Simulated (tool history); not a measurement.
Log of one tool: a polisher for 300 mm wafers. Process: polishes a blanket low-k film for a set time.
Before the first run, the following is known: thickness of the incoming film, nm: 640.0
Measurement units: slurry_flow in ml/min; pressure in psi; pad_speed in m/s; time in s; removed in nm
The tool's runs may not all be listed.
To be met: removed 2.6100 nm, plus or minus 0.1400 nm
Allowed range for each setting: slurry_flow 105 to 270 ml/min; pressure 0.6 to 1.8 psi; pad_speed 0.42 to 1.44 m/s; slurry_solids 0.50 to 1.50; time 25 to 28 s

run	hour	slurry_flow	pressure	pad_speed	slurry_solids	time	removed
1	0.0	175	1.2	0.92	1.00	28	6.0097
2	8.4	175	1.2	0.92	0.85	28	5.9878
3	15.5	175	1.2	0.70	0.85	28	4.7656
4	22.6	175	1.2	0.70	1.00	28	4.9453
5	26.8	175	1.0	0.70	1.00	28	4.1399
6	35.3	175	0.9	0.68	1.00	28	3.7015
7	40.2	175	0.8	0.66	1.00	28	3.2006
8	44.0	175	0.7	0.66	1.00	28	2.8740
9	49.1	175	0.6	0.66	1.00	28	2.4485

Exercise: of the 5 proposed moves below, exactly one satisfies all targets within the stated allowed misses. Which move is it?
A	54.2	160	0.6	0.62	1.00	27	?
B	54.2	115	0.6	0.60	1.15	27	?
C	54.2	160	0.7	0.50	1.00	28	?
D	54.2	155	0.7	0.52	0.90	27	?
E	54.2	165	0.7	0.64	1.00	27	?

move	removed
A	2.1785
B	2.0946
C	2.2006
D	2.1079
E	2.5971
A: its largest miss is bigger than the last run's
B: its largest miss is bigger than the last run's
C: its largest miss is bigger than the last run's
D: its largest miss is bigger than the last run's
E: in spec on every target
E is the move that brings every result within its allowed miss.
